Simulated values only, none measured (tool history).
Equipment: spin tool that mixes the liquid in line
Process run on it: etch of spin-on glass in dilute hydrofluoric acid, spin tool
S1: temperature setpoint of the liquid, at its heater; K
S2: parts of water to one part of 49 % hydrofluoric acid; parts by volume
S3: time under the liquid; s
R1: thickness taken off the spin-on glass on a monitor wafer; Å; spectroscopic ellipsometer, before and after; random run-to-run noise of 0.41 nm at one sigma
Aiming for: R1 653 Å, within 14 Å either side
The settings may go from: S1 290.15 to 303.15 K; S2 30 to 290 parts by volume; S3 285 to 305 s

run	hour	S1	S2	S3	R1
1	0	295.15	160	285	773.42
2	6.4	295.15	160	285	772.81
3	14.9	295.15	160	285	776.4
4	20.5	294.15	160	285	743.52
5	23.1	294.15	160	285	749.95
6	30.1	294.15	160	305	795.86
7	38.3	293.15	160	305	773.27
8	41.7	292.15	160	305	731.07
9	49.3	291.65	160	305	719.28
10	54.5	291.15	160	305	707.94
11	59.6	290.65	160	305	686.75
12	64.8	290.15	160	305	678

Which one of the following 4 next-run settings gets every result inside its allowed miss? There is exactly one.
A	70	290.15	165	305	?
B	70	290.65	175	305	?
C	70	291.65	170	285	?
D	70	292.65	180	285	?

move	R1
A	662.95
B	631.79
C	635.64
D	618.45
A: in spec on every target
B: takes the result that was furthest off past its target
C: takes the result that was furthest off past its target
D: takes the result that was furthest off past its target
Correct choice: A, which meets every target

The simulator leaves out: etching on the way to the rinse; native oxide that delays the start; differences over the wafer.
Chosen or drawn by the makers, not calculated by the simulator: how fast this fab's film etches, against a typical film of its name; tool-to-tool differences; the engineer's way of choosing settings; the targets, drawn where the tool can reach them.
